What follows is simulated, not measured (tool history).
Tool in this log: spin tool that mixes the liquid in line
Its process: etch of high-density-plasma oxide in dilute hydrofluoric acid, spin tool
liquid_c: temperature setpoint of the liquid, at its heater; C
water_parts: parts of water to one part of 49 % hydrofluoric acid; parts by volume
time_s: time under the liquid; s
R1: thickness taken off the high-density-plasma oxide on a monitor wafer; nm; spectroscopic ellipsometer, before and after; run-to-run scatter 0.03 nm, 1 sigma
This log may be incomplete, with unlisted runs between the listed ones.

Run 1, hour 0: liquid_c 21 C, water_parts 170 parts by volume, time_s 310 s. Result: R1 10.259 nm.
Run 2, hour 7.6: liquid_c 20 C, water_parts 185 parts by volume, time_s 310 s. Result: R1 8.934 nm.
Run 3, hour 9.9: liquid_c 20 C, water_parts 185 parts by volume, time_s 310 s. Result: R1 8.935 nm.
Run 4, hour 13: liquid_c 19 C, water_parts 195 parts by volume, time_s 310 s. Result: R1 8.0369 nm.
Run 5, hour 22.1: liquid_c 19 C, water_parts 195 parts by volume, time_s 330 s. Result: R1 8.5555 nm.
Run 6, hour 28.1: liquid_c 19 C, water_parts 160 parts by volume, time_s 330 s. Result: R1 10.871 nm.

Run 7 has not been measured yet. What should we expect?
Run 7, hour 32.7: liquid_c 18.5 C, water_parts 180 parts by volume, time_s 330 s. Result: R1 ?.

For run 7 the tool returned R1 9.1262 nm.

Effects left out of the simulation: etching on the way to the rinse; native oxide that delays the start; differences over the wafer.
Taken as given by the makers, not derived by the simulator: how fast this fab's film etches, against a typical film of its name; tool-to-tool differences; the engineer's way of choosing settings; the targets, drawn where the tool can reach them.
